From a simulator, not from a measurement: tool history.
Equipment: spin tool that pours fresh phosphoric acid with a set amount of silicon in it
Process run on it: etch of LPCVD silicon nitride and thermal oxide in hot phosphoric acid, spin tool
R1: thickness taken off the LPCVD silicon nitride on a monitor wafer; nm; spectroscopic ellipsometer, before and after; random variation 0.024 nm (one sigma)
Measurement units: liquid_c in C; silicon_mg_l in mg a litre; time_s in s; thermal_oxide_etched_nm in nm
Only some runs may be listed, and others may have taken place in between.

run 1 day=0.000 | liquid_c=159.0 silicon_mg_l=17.0 time_s=180 | R1=13.8180 thermal_oxide_etched_nm=0.406050
run 2 day=0.067 | liquid_c=159.0 silicon_mg_l=20.5 time_s=180 | R1=13.7800 thermal_oxide_etched_nm=0.305770
run 3 day=0.117 | liquid_c=158.5 silicon_mg_l=21.5 time_s=130 | R1=9.8289 thermal_oxide_etched_nm=0.246520
run 4 day=0.167 | liquid_c=158.0 silicon_mg_l=25.0 time_s=95 | R1=7.0135 thermal_oxide_etched_nm=0.146940
run 5 day=0.421 | liquid_c=157.5 silicon_mg_l=24.5 time_s=75 | R1=5.4960 thermal_oxide_etched_nm=0.116430
run 6 day=0.596 | liquid_c=157.0 silicon_mg_l=24.0 time_s=70 | R1=5.0921 thermal_oxide_etched_nm=0.101620
run 7 day=0.638 | liquid_c=157.0 silicon_mg_l=22.5 time_s=65 | R1=4.6819 thermal_oxide_etched_nm=0.090026
run 8 day=0.921 | liquid_c=157.0 silicon_mg_l=20.0 time_s=65 | R1=4.7021 thermal_oxide_etched_nm=0.105700
run 9 day=0.979 | liquid_c=157.0 silicon_mg_l=19.5 time_s=65 | R1=4.6562 thermal_oxide_etched_nm=0.087614
run 10 day=1.021 | liquid_c=157.0 silicon_mg_l=17.5 time_s=65 | R1=4.6584 thermal_oxide_etched_nm=0.104060
run 11 day=1.108 | liquid_c=157.0 silicon_mg_l=17.0 time_s=65 | R1=4.6622 thermal_oxide_etched_nm=0.112920

Run 12, settings as shown, results not yet in. Your forecast:
run 12 day=1.375 | liquid_c=157.0 silicon_mg_l=17.5 time_s=65 | R1=? thermal_oxide_etched_nm=?

Run 12 gave R1 4.7415 nm, thermal_oxide_etched_nm 0.116540 nm.
